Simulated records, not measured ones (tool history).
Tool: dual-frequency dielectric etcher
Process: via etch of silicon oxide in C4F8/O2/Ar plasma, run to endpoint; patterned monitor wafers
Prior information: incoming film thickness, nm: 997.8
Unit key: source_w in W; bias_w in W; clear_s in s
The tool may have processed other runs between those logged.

{"run": 1, "hour": 0.0, "source_w": 1830, "bias_w": 1735, "clear_s": 221.17}
{"run": 2, "hour": 5.8, "source_w": 1950, "bias_w": 1735, "clear_s": 215.8}
{"run": 3, "hour": 10.2, "source_w": 1950, "bias_w": 2038, "clear_s": 205.38}
{"run": 4, "hour": 15.1, "source_w": 2010, "bias_w": 2061, "clear_s": 204.47}
{"run": 5, "hour": 20.7, "source_w": 2080, "bias_w": 2091, "clear_s": 199.19}
{"run": 6, "hour": 25.6, "source_w": 1890, "bias_w": 2091, "clear_s": 204.88}
{"run": 7, "hour": 28.2, "source_w": 1960, "bias_w": 2130, "clear_s": 202.14}
{"run": 8, "hour": 31.7, "source_w": 2010, "bias_w": 2155, "clear_s": 201.12}

Predict the results of run 9:
{"run": 9, "hour": 33.0, "source_w": 2060, "bias_w": 2181, "clear_s": "?"}

Run 9 came out at clear_s 197.30 s.

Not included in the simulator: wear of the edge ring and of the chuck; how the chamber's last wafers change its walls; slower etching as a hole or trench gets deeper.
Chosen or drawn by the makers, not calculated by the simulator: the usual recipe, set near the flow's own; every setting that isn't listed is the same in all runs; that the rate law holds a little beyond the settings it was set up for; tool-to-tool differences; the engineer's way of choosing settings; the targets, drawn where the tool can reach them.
